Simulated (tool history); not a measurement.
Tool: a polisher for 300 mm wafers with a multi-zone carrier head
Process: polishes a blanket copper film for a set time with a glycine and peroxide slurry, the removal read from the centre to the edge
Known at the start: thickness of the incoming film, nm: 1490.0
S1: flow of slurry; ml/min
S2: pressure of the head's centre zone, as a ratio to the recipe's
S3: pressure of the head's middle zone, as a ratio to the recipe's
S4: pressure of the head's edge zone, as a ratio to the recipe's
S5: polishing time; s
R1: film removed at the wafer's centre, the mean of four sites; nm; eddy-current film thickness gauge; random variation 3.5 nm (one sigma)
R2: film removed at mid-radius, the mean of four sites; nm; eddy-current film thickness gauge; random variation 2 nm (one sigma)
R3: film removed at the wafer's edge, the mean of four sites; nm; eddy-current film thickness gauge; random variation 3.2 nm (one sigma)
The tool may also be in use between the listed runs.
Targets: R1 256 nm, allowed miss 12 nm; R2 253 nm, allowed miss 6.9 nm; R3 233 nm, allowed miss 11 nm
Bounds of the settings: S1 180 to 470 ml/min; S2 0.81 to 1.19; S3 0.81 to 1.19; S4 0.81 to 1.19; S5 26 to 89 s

| run | hour | S1 | S2 | S3 | S4 | S5 | R1 | R2 | R3 |
|---|---|---|---|---|---|---|---|---|---|
| 1 | 0 | 300 | 1 | 1 | 1 | 57 | 298.64 | 290.92 | 281.99 |
| 2 | 8.6 | 300 | 0.99 | 0.99 | 0.95 | 55 | 280.82 | 280.67 | 272.14 |
| 3 | 12.5 | 300 | 0.99 | 0.99 | 0.89 | 55 | 279.42 | 282.54 | 261.69 |
| 4 | 17.6 | 255 | 0.99 | 0.99 | 0.89 | 55 | 275.76 | 275.17 | 260.73 |
| 5 | 24.5 | 260 | 1 | 0.99 | 0.87 | 53 | 267.51 | 266.39 | 253.56 |
| 6 | 25.6 | 260 | 1 | 1.03 | 0.87 | 53 | 268.47 | 272.39 | 249.24 |
| 7 | 28.1 | 255 | 1.01 | 1.03 | 0.86 | 52 | 261.76 | 269.86 | 247.74 |
| 8 | 28.8 | 265 | 1.02 | 1.02 | 0.85 | 51 | 264.33 | 265.69 | 238.31 |

Which of these 4 next moves meets every target?
| A | 29.5 | 265 | 0.9 | 1.06 | 0.82 | 52 | ? | ? | ? |
| B | 29.5 | 280 | 1.01 | 1 | 0.86 | 49 | ? | ? | ? |
| C | 29.5 | 370 | 0.95 | 1.11 | 0.81 | 51 | ? | ? | ? |
| D | 29.5 | 335 | 1.08 | 1.08 | 0.81 | 50 | ? | ? | ? |

| move | R1 | R2 | R3 |
|---|---|---|---|
| A | 237.3 | 276.7 | 233.06 |
| B | 252.58 | 249.35 | 225.41 |
| C | 253.96 | 290.59 | 232.35 |
| D | 280.82 | 275.92 | 226.51 |
A: further off than the last run
B: meets every target
C: further off than the last run
D: further off than the last run
The right move is B.

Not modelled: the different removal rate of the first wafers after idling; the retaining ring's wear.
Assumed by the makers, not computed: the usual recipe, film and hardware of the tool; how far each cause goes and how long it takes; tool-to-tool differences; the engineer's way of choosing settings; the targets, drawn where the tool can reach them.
